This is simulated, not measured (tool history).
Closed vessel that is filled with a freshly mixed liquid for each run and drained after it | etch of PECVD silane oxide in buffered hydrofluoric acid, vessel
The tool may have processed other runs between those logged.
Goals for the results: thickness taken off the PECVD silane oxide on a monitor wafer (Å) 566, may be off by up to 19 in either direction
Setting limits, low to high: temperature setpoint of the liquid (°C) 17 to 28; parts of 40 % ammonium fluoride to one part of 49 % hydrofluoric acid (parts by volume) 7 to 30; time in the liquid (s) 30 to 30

run	day	temperature setpoint of the liquid (°C)	parts of 40 % ammonium fluoride to one part of 49 % hydrofluoric acid (parts by volume)	time in the liquid (s)	thickness taken off the PECVD silane oxide on a monitor wafer (Å)
1	0	20	20	30	379.21
2	0.1	20.5	20	30	393.26
3	0.146	20.5	16.5	30	465.66
4	0.471	20.5	19.5	30	396.6
5	0.838	20.5	23.5	30	346.02
6	1.071	21.5	23.5	30	363.35
7	1.233	22	23.5	30	377.78
8	1.442	22.5	23.5	30	388.12
9	1.475	26.5	21	30	525.1

Consider the 4 candidate settings below. Which is the only one whose results all fall within their allowed miss of target?
A	1.508	24.5	19	30	?
B	1.508	27.5	22.5	30	?
C	1.508	28	24	30	?
D	1.508	28	21	30	?

move	thickness taken off the PECVD silane oxide on a monitor wafer (Å)
A	511.92
B	527.96
C	518.84
D	568.55
A: lands further from the targets than the last run did
B: nearer the targets than the last run, but a result is still out of spec
C: lands further from the targets than the last run did
D: every result lands within tolerance
D is the move that brings every result within its allowed miss.

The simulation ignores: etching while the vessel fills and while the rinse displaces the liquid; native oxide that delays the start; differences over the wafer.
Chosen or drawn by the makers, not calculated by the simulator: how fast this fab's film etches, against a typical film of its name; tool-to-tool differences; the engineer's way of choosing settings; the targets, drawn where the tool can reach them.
